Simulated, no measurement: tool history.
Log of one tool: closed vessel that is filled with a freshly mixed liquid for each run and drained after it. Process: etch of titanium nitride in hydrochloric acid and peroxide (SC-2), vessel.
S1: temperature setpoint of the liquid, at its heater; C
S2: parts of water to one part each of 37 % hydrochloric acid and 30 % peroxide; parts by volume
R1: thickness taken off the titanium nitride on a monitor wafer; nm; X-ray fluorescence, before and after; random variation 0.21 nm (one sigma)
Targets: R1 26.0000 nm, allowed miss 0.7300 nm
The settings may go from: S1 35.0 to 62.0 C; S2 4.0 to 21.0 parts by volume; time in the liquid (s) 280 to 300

Run 1, hour 0.0: S1 46.0 C, S2 11.5 parts by volume, time in the liquid (s) 280. Result: R1 6.7339 nm.
Run 2, hour 4.6: S1 50.0 C, S2 10.5 parts by volume, time in the liquid (s) 280. Result: R1 9.6574 nm.
Run 3, hour 10.9: S1 50.0 C, S2 10.5 parts by volume, time in the liquid (s) 280. Result: R1 9.5240 nm.
Run 4, hour 12.7: S1 50.0 C, S2 9.0 parts by volume, time in the liquid (s) 280. Result: R1 10.9960 nm.
Run 5, hour 20.7: S1 53.0 C, S2 9.0 parts by volume, time in the liquid (s) 280. Result: R1 13.2530 nm.
Run 6, hour 26.8: S1 55.5 C, S2 9.0 parts by volume, time in the liquid (s) 280. Result: R1 15.5950 nm.
Run 7, hour 29.5: S1 57.0 C, S2 8.5 parts by volume, time in the liquid (s) 280. Result: R1 17.8660 nm.
Run 8, hour 37.5: S1 58.5 C, S2 8.5 parts by volume, time in the liquid (s) 280. Result: R1 19.8850 nm.
Run 9, hour 41.3: S1 59.5 C, S2 8.5 parts by volume, time in the liquid (s) 280. Result: R1 21.2320 nm.
Run 10, hour 42.9: S1 60.0 C, S2 8.5 parts by volume, time in the liquid (s) 280. Result: R1 22.1770 nm.
Run 11, hour 44.5: S1 60.5 C, S2 8.5 parts by volume, time in the liquid (s) 280. Result: R1 22.4520 nm.
Run 12, hour 51.0: S1 61.0 C, S2 8.5 parts by volume, time in the liquid (s) 280. Result: R1 23.3070 nm.
Run 13, hour 54.7: S1 61.5 C, S2 8.5 parts by volume, time in the liquid (s) 280. Result: R1 23.9130 nm.
Run 14, hour 64.0: S1 62.0 C, S2 7.5 parts by volume, time in the liquid (s) 280. Result: R1 27.4150 nm.

Which of these 4 next moves meets every target?
Run A, hour 73.3: S1 61.0 C, S2 8.0 parts by volume, time in the liquid (s) 300. Result: R1 ?.
Run B, hour 73.3: S1 58.5 C, S2 5.5 parts by volume, time in the liquid (s) 285. Result: R1 ?.
Run C, hour 73.3: S1 61.5 C, S2 7.0 parts by volume, time in the liquid (s) 280. Result: R1 ?.
Run D, hour 73.3: S1 61.5 C, S2 9.0 parts by volume, time in the liquid (s) 295. Result: R1 ?.

move       R1
   A  25.9230
   B  28.0630
   C  27.7340
   D  23.9070
A: meets every target
B: further off than the last run
C: further off than the last run
D: takes the result that was furthest off past its target
Move A is the one to make.

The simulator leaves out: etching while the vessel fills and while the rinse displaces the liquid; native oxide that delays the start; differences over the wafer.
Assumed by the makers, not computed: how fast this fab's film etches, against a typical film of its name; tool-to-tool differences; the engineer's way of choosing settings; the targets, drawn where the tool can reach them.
